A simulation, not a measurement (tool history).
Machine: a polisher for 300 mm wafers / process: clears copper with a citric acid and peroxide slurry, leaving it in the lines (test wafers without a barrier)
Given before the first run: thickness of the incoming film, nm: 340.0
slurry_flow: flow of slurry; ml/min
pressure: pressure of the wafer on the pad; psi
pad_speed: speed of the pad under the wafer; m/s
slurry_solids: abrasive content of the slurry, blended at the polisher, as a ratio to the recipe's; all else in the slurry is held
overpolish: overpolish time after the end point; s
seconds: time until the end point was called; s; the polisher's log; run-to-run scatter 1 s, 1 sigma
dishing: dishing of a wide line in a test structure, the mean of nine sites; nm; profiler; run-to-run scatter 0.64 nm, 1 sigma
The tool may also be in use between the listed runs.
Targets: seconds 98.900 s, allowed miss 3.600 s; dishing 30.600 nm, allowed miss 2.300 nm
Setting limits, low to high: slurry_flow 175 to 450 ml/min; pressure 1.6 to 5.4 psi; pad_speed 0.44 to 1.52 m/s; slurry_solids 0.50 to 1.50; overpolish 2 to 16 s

Run 1, day 0.000: slurry_flow 290 ml/min, pressure 3.5 psi, pad_speed 0.98 m/s, slurry_solids 1.00, overpolish 8 s. Result: seconds 135.660 s, dishing 13.858 nm.
Run 2, day 0.021: slurry_flow 290 ml/min, pressure 3.5 psi, pad_speed 0.98 m/s, slurry_solids 0.85, overpolish 8 s. Result: seconds 145.620 s, dishing 13.484 nm.
Run 3, day 0.275: slurry_flow 290 ml/min, pressure 3.5 psi, pad_speed 0.86 m/s, slurry_solids 0.85, overpolish 8 s. Result: seconds 159.950 s, dishing 13.025 nm.
Run 4, day 0.371: slurry_flow 290 ml/min, pressure 3.5 psi, pad_speed 0.86 m/s, slurry_solids 1.00, overpolish 8 s. Result: seconds 150.250 s, dishing 13.395 nm.
Run 5, day 0.467: slurry_flow 290 ml/min, pressure 3.7 psi, pad_speed 0.86 m/s, slurry_solids 1.00, overpolish 8 s. Result: seconds 144.570 s, dishing 13.986 nm.
Run 6, day 0.779: slurry_flow 290 ml/min, pressure 3.7 psi, pad_speed 0.86 m/s, slurry_solids 1.20, overpolish 8 s. Result: seconds 135.210 s, dishing 15.009 nm.
Run 7, day 0.904: slurry_flow 290 ml/min, pressure 3.9 psi, pad_speed 0.86 m/s, slurry_solids 1.20, overpolish 8 s. Result: seconds 132.740 s, dishing 14.849 nm.
Run 8, day 1.108: slurry_flow 290 ml/min, pressure 4.1 psi, pad_speed 0.86 m/s, slurry_solids 1.20, overpolish 9 s. Result: seconds 125.990 s, dishing 16.697 nm.
Run 9, day 1.142: slurry_flow 290 ml/min, pressure 4.2 psi, pad_speed 0.86 m/s, slurry_solids 1.20, overpolish 10 s. Result: seconds 124.450 s, dishing 20.116 nm.
Run 10, day 1.425: slurry_flow 290 ml/min, pressure 4.3 psi, pad_speed 0.86 m/s, slurry_solids 1.20, overpolish 10 s. Result: seconds 122.210 s, dishing 19.547 nm.
Run 11, day 1.462: slurry_flow 290 ml/min, pressure 4.4 psi, pad_speed 0.86 m/s, slurry_solids 1.20, overpolish 10 s. Result: seconds 119.510 s, dishing 21.044 nm.
Run 12, day 1.725: slurry_flow 290 ml/min, pressure 4.5 psi, pad_speed 0.86 m/s, slurry_solids 1.20, overpolish 10 s. Result: seconds 115.060 s, dishing 20.850 nm.
Run 13, day 2.021: slurry_flow 290 ml/min, pressure 4.6 psi, pad_speed 0.86 m/s, slurry_solids 1.20, overpolish 10 s. Result: seconds 114.680 s, dishing 21.402 nm.
Run 14, day 2.133: slurry_flow 290 ml/min, pressure 5.3 psi, pad_speed 0.86 m/s, slurry_solids 1.20, overpolish 12 s. Result: seconds 101.710 s, dishing 28.468 nm.

Of the 4 settings listed for the next run, only one would bring every result within its allowed miss of target. Which one?
Run A, day 2.246: slurry_flow 305 ml/min, pressure 5.4 psi, pad_speed 0.90 m/s, slurry_solids 1.05, overpolish 10 s. Result: seconds ?, dishing ?.
Run B, day 2.246: slurry_flow 275 ml/min, pressure 5.0 psi, pad_speed 0.94 m/s, slurry_solids 1.30, overpolish 13 s. Result: seconds ?, dishing ?.
Run C, day 2.246: slurry_flow 275 ml/min, pressure 5.4 psi, pad_speed 0.80 m/s, slurry_solids 1.20, overpolish 15 s. Result: seconds ?, dishing ?.
Run D, day 2.246: slurry_flow 195 ml/min, pressure 5.2 psi, pad_speed 0.86 m/s, slurry_solids 1.05, overpolish 11 s. Result: seconds ?, dishing ?.

move  seconds  dishing
   A  100.240   23.937
   B   97.912   30.918
   C  104.940   33.067
   D  110.400   23.896
A: its largest miss is bigger than the last run's
B: in spec on every target
C: takes the biggest miss from the last run beyond its target
D: its largest miss is bigger than the last run's
So the answer is move B, the one that meets all the targets.

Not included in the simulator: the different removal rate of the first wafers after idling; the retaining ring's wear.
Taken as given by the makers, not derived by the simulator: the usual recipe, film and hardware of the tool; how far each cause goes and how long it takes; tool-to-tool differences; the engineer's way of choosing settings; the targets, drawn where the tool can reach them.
